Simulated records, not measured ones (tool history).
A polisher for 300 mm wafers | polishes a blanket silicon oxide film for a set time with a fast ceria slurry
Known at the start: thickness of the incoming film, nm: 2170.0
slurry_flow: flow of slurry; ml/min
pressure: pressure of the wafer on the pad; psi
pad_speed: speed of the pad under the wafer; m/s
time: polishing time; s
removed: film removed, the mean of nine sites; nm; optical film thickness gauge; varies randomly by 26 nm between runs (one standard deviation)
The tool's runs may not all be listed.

run	hour	slurry_flow	pressure	pad_speed	time	removed
1	0.0	165	3.5	0.88	59	1056.60
2	1.0	165	3.9	0.88	59	1142.10
3	1.6	165	3.9	0.72	59	952.77
4	5.8	165	4.7	0.72	59	1147.50
# hour 14.0: slurry nozzle cleaned
5	14.0	165	4.7	0.60	59	1024.80
6	18.8	165	4.7	0.60	59	1018.50
7	26.9	175	5.4	0.84	61	1680.70
8	35.0	175	5.4	0.86	61	1708.30
9	39.0	175	5.4	0.88	61	1735.10

The next listed run, before its measurement:
10	41.4	175	5.4	0.90	61	?

Run 10 produced removed 1778.30 nm.
